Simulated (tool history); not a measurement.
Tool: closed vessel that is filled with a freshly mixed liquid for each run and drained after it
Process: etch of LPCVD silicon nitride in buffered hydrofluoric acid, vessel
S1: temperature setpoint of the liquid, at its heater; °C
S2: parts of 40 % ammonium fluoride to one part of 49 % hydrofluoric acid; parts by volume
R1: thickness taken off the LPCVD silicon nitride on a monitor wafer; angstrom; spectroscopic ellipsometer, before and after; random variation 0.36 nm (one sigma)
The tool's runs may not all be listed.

{"run": 1, "hour": 0.0, "S1": 25.0, "S2": 11.0, "time in the liquid (s)": 3210, "R1": 449.25}
{"run": 2, "hour": 5.3, "S1": 25.0, "S2": 11.0, "time in the liquid (s)": 3210, "R1": 444.81}
{"run": 3, "hour": 10.2, "S1": 25.0, "S2": 13.5, "time in the liquid (s)": 3210, "R1": 364.56}
{"run": 4, "hour": 16.9, "S1": 25.0, "S2": 13.5, "time in the liquid (s)": 3210, "R1": 374.73}
{"hour": 22.9, "done": "thermometer replaced"}
{"run": 5, "hour": 22.9, "S1": 23.5, "S2": 13.5, "time in the liquid (s)": 3210, "R1": 297.77}
{"run": 6, "hour": 24.3, "S1": 22.0, "S2": 13.5, "time in the liquid (s)": 3210, "R1": 275.01}
{"run": 7, "hour": 30.3, "S1": 22.0, "S2": 13.5, "time in the liquid (s)": 3210, "R1": 270.57}
{"run": 8, "hour": 36.4, "S1": 23.0, "S2": 13.5, "time in the liquid (s)": 3210, "R1": 291.43}

Forecast run 9:
{"run": 9, "hour": 44.2, "S1": 24.0, "S2": 13.5, "time in the liquid (s)": 3210, "R1": "?"}

R1: 309.18 angstrom

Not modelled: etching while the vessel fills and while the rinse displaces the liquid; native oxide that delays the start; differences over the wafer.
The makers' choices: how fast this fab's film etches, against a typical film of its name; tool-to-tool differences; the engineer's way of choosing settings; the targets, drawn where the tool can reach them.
